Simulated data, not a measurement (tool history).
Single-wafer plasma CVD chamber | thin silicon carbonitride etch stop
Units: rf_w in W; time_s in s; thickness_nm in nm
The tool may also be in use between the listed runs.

run 1 hour=0 | rf_w=245 time_s=23.8 | thickness_nm=14.838
run 2 hour=2.1 | rf_w=245 time_s=20.4 | thickness_nm=12.668
run 3 hour=3.2 | rf_w=225 time_s=20.4 | thickness_nm=12.25
run 4 hour=11.9 | rf_w=240 time_s=20.4 | thickness_nm=12.609
run 5 hour=12.5 | rf_w=275 time_s=20.4 | thickness_nm=13.42
run 6 hour=15.2 | rf_w=300 time_s=20.4 | thickness_nm=13.763
run 7 hour=23.1 | rf_w=280 time_s=20 | thickness_nm=13.19

Forecast run 8:
run 8 hour=26.8 | rf_w=260 time_s=19.7 | thickness_nm=?

{"run 8": {"thickness_nm": 12.572}}

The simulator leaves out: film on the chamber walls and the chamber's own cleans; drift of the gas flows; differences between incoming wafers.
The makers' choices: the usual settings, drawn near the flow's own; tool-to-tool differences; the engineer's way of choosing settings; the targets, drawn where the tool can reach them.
